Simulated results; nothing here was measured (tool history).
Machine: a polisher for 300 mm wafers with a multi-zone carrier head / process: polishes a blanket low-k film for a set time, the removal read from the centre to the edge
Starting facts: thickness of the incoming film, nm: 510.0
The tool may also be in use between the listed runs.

run,hour,flow of slurry (ml/min),pressure of the head's centre zone,pressure of the head's middle zone,pressure of the head's edge zone,abrasive content of the slurry,polishing time (s),film removed at the wafer's centre (angstrom),film removed at mid-radius (angstrom),film removed at the wafer's edge (angstrom)
1,0.0,150,1.00,1.00,1.00,1.0,59,290.99,298.13,281.31
2,4.5,140,0.99,0.96,0.97,0.9,59,257.08,263.36,263.58
3,9.3,140,0.99,0.96,0.97,0.7,59,202.71,207.59,204.55
4,16.1,110,0.99,0.96,0.97,0.7,59,186.88,191.72,196.85
5,21.7,110,0.99,0.96,0.92,0.7,59,187.42,194.99,194.36
6,29.4,110,0.99,0.91,0.92,0.7,59,191.13,179.85,190.74
7,36.9,125,0.99,0.91,0.94,0.7,59,197.47,188.15,198.53

Run 8, settings as shown, results not yet in. Your forecast:
8,38.8,165,1.04,0.91,0.96,0.7,59,?,?,?

film removed at the wafer's centre (angstrom): 219.68
film removed at mid-radius (angstrom): 203.47
film removed at the wafer's edge (angstrom): 206.17

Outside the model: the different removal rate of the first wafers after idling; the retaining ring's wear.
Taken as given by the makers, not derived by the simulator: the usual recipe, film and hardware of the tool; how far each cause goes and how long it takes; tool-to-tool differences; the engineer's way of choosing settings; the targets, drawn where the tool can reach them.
